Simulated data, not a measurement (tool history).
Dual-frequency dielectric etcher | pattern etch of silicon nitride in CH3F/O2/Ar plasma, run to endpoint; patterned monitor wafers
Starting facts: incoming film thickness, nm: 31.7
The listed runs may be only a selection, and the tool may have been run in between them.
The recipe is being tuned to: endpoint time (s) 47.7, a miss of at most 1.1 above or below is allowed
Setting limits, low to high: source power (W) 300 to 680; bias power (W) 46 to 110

Run 1, hour 0: source power (W) 490, bias power (W) 78. Result: endpoint time (s) 42.192.
Run 2, hour 0.8: source power (W) 560, bias power (W) 78. Result: endpoint time (s) 40.427.
Run 3, hour 4.8: source power (W) 520, bias power (W) 78. Result: endpoint time (s) 41.386.
Run 4, hour 11.3: source power (W) 490, bias power (W) 78. Result: endpoint time (s) 42.175.
Run 5, hour 19.8: source power (W) 470, bias power (W) 77. Result: endpoint time (s) 42.766.
Run 6, hour 28.4: source power (W) 560, bias power (W) 77. Result: endpoint time (s) 40.54.
Run 7, hour 32.6: source power (W) 530, bias power (W) 75. Result: endpoint time (s) 41.791.
Run 8, hour 38.9: source power (W) 510, bias power (W) 74. Result: endpoint time (s) 42.294.
Run 9, hour 40.4: source power (W) 490, bias power (W) 73. Result: endpoint time (s) 42.99.
Run 10, hour 48.2: source power (W) 470, bias power (W) 72. Result: endpoint time (s) 43.806.
Run 11, hour 57.2: source power (W) 460, bias power (W) 71. Result: endpoint time (s) 44.204.
Run 12, hour 65.4: source power (W) 450, bias power (W) 70. Result: endpoint time (s) 44.645.
Run 13, hour 69: source power (W) 440, bias power (W) 69. Result: endpoint time (s) 45.061.
Run 14, hour 75.7: source power (W) 430, bias power (W) 68. Result: endpoint time (s) 45.835.
Run 15, hour 80.6: source power (W) 420, bias power (W) 68. Result: endpoint time (s) 46.08.
Run 16, hour 84.2: source power (W) 410, bias power (W) 68. Result: endpoint time (s) 46.372.

Below are 5 possible settings for the next run. Only one of them brings all results inside the allowed miss of their targets. Which is it?
Run A, hour 87.8: source power (W) 420, bias power (W) 76. Result: endpoint time (s) ?.
Run B, hour 87.8: source power (W) 450, bias power (W) 64. Result: endpoint time (s) ?.
Run C, hour 87.8: source power (W) 440, bias power (W) 55. Result: endpoint time (s) ?.
Run D, hour 87.8: source power (W) 480, bias power (W) 59. Result: endpoint time (s) ?.
Run E, hour 87.8: source power (W) 460, bias power (W) 66. Result: endpoint time (s) ?.

move  endpoint time (s)
   A             44.688
   B             45.539
   C             47.458
   D             45.399
   E             44.886
A: its largest miss is bigger than the last run's
B: its largest miss is bigger than the last run's
C: every result lands within tolerance
D: its largest miss is bigger than the last run's
E: its largest miss is bigger than the last run's
Answer: C
